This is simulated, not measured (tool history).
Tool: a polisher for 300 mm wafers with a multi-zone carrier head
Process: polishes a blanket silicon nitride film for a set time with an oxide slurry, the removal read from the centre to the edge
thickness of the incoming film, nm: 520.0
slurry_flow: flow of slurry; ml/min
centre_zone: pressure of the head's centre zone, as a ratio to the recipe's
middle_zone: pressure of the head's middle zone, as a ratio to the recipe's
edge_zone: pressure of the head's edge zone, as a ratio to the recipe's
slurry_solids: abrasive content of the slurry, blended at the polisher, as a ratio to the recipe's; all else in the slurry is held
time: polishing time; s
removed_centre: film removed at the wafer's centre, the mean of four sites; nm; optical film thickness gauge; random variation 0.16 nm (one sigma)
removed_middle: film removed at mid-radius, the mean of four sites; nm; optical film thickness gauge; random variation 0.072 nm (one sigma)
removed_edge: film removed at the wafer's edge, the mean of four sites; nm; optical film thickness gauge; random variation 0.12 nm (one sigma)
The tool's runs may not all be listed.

run 1 hour=0.0 | slurry_flow=155 centre_zone=1.00 middle_zone=1.00 edge_zone=1.00 slurry_solids=1.00 time=32 | removed_centre=18.161 removed_middle=18.078 removed_edge=17.467
run 2 hour=2.5 | slurry_flow=190 centre_zone=1.00 middle_zone=1.00 edge_zone=1.00 slurry_solids=1.00 time=32 | removed_centre=18.157 removed_middle=18.518 removed_edge=18.194
run 3 hour=4.9 | slurry_flow=190 centre_zone=1.00 middle_zone=1.00 edge_zone=1.00 slurry_solids=0.85 time=32 | removed_centre=16.723 removed_middle=17.313 removed_edge=16.773
run 4 hour=11.7 | slurry_flow=175 centre_zone=1.03 middle_zone=0.96 edge_zone=1.00 slurry_solids=0.75 time=32 | removed_centre=16.525 removed_middle=15.418 removed_edge=15.415
run 5 hour=17.0 | slurry_flow=175 centre_zone=0.96 middle_zone=0.96 edge_zone=1.00 slurry_solids=0.75 time=32 | removed_centre=15.468 removed_middle=15.394 removed_edge=15.419
run 6 hour=24.4 | slurry_flow=165 centre_zone=0.97 middle_zone=0.93 edge_zone=1.00 slurry_solids=0.70 time=32 | removed_centre=14.816 removed_middle=14.463 removed_edge=15.259
run 7 hour=33.0 | slurry_flow=155 centre_zone=1.00 middle_zone=0.90 edge_zone=0.97 slurry_solids=0.65 time=32 | removed_centre=14.518 removed_middle=13.244 removed_edge=14.155
run 8 hour=35.2 | slurry_flow=145 centre_zone=1.02 middle_zone=0.88 edge_zone=0.95 slurry_solids=0.65 time=32 | removed_centre=14.474 removed_middle=12.990 removed_edge=14.084
run 9 hour=40.1 | slurry_flow=140 centre_zone=1.05 middle_zone=0.86 edge_zone=0.93 slurry_solids=0.65 time=32 | removed_centre=14.700 removed_middle=12.595 removed_edge=13.959
run 10 hour=41.7 | slurry_flow=135 centre_zone=1.07 middle_zone=0.85 edge_zone=0.91 slurry_solids=0.65 time=32 | removed_centre=15.031 removed_middle=12.459 removed_edge=13.647

Forecast run 11:
run 11 hour=44.3 | slurry_flow=135 centre_zone=1.07 middle_zone=0.85 edge_zone=0.91 slurry_solids=0.65 time=32 | removed_centre=? removed_middle=? removed_edge=?

Run 11 gave removed_centre 15.179 nm, removed_middle 12.608 nm, removed_edge 13.757 nm.

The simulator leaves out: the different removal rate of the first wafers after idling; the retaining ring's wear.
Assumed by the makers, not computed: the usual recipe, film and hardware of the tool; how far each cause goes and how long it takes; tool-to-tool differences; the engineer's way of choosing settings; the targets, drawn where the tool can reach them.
